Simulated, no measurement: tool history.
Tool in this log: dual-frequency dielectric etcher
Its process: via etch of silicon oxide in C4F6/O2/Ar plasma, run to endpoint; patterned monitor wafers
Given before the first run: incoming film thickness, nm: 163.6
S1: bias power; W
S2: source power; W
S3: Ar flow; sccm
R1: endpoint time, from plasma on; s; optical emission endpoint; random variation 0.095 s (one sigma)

{"run": 1, "day": 0.0, "S1": 512, "S2": 450, "S3": 267, "R1": 34.499}
{"run": 2, "day": 0.083, "S1": 512, "S2": 450, "S3": 249, "R1": 34.085}
{"run": 3, "day": 0.162, "S1": 512, "S2": 450, "S3": 286, "R1": 34.603}
{"run": 4, "day": 0.333, "S1": 512, "S2": 380, "S3": 286, "R1": 37.273}
{"run": 5, "day": 0.675, "S1": 548, "S2": 400, "S3": 283, "R1": 35.271}
{"run": 6, "day": 1.012, "S1": 548, "S2": 400, "S3": 250, "R1": 34.719}
{"run": 7, "day": 1.246, "S1": 578, "S2": 410, "S3": 248, "R1": 33.729}
{"run": 8, "day": 1.404, "S1": 602, "S2": 420, "S3": 246, "R1": 32.639}

Predict the results of run 9:
{"run": 9, "day": 1.446, "S1": 622, "S2": 430, "S3": 245, "R1": "?"}

R1: 31.948 s

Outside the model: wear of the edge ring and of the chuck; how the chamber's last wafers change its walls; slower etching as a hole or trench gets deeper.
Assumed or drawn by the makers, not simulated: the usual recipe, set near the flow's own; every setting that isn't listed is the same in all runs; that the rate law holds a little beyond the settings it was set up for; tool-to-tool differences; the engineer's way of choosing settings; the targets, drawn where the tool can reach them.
